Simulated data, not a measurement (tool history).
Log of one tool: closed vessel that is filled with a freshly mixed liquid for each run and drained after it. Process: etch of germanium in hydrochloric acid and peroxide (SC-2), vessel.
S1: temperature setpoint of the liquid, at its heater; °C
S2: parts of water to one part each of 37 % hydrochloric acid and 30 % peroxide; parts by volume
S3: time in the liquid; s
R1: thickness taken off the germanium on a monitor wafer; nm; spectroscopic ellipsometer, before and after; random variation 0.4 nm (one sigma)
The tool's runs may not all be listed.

| run | hour | S1 | S2 | S3 | R1 |
|---|---|---|---|---|---|
| 1 | 0 | 63 | 9 | 30 | 116.87 |
| 2 | 6.7 | 63 | 10.5 | 30 | 116.66 |
| 3 | 8.2 | 63 | 10.5 | 30 | 115.47 |
| 4 | 15.6 | 63 | 9.5 | 30 | 116.8 |
| 5 | 18.4 | 63 | 11 | 30 | 114.94 |
| 6 | 25.7 | 60.5 | 11 | 30 | 107.92 |
| 7 | 27.2 | 60.5 | 11 | 30 | 106.87 |
| 8 | 33.5 | 59 | 11 | 30 | 101.73 |
| 9 | 39.5 | 58 | 11 | 30 | 99.879 |
| 10 | 41.1 | 57 | 11 | 30 | 96.402 |
| 11 | 48 | 56.5 | 11 | 30 | 94.771 |
| 12 | 52.2 | 56 | 11 | 30 | 94.221 |

Run 13 comes next. What will it give?
| 13 | 53.1 | 55.5 | 11 | 30 | ? |

{"run 13": {"R1": 92.589}}
